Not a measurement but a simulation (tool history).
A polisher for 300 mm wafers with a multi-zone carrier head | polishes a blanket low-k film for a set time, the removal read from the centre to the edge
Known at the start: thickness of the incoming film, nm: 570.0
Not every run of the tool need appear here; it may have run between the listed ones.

run,hour,flow of slurry (ml/min),pressure of the head's centre zone,pressure of the head's middle zone,pressure of the head's edge zone,abrasive content of the slurry,polishing time (s),film removed at the wafer's centre (angstrom),film removed at mid-radius (angstrom),film removed at the wafer's edge (angstrom)
1,0.0,165,1.00,1.00,1.00,1.00,77,319.60,320.15,317.93
2,5.9,165,0.95,1.00,1.00,1.00,77,306.72,322.35,320.30
3,10.1,155,0.94,0.97,0.96,0.85,73,252.87,256.58,263.18
4,13.5,155,0.94,0.97,0.96,0.85,64,218.20,225.18,227.87
5,15.2,130,0.94,0.97,0.96,0.85,64,215.52,219.66,224.51
6,22.7,115,0.94,0.97,0.96,0.85,64,211.90,216.49,222.27

Forecast run 7:
7,30.5,115,0.93,0.95,0.92,0.85,64,?,?,?

{"run 7": {"film removed at the wafer's centre (angstrom)": 208.02, "film removed at mid-radius (angstrom)": 214.42, "film removed at the wafer's edge (angstrom)": 215.69}}

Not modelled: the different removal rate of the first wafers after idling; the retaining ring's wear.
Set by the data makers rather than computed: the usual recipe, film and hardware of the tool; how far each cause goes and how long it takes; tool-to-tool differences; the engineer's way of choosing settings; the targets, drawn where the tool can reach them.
